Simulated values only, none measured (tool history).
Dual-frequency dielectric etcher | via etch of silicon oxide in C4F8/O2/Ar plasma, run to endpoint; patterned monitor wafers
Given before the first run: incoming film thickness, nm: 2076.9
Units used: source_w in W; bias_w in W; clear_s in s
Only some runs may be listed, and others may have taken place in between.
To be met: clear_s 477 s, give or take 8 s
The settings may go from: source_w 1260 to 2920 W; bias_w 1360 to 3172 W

| run | hour | source_w | bias_w | clear_s |
|---|---|---|---|---|
| 1 | 0 | 2090 | 2266 | 414.49 |
| 2 | 6.1 | 1960 | 2241 | 423.98 |
| 3 | 13.8 | 1960 | 2067 | 438.34 |
| 4 | 14.6 | 1750 | 2067 | 456.11 |
| 5 | 23 | 1710 | 2061 | 456.36 |
| 6 | 25 | 2030 | 2061 | 430.99 |
| 7 | 25.5 | 1930 | 2044 | 435.01 |
| 8 | 28.1 | 1850 | 2026 | 448.45 |
| 9 | 31.4 | 1790 | 2016 | 454.46 |
| 10 | 32.3 | 1520 | 1967 | 484.38 |
| 11 | 35.4 | 1530 | 1969 | 485.5 |

Next run, 4 choices. One meets every target within its allowed miss, the rest don't. Which?
| A | 38.5 | 1400 | 2276 | ? |
| B | 38.5 | 1530 | 1881 | ? |
| C | 38.5 | 1530 | 1802 | ? |
| D | 38.5 | 1460 | 1949 | ? |

| move | clear_s |
|---|---|
| A | 475.68 |
| B | 491.72 |
| C | 498.99 |
| D | 494.28 |
A: every result within its allowed miss
B: lands further from the targets than the last run did
C: lands further from the targets than the last run did
D: lands further from the targets than the last run did
The right move is A.

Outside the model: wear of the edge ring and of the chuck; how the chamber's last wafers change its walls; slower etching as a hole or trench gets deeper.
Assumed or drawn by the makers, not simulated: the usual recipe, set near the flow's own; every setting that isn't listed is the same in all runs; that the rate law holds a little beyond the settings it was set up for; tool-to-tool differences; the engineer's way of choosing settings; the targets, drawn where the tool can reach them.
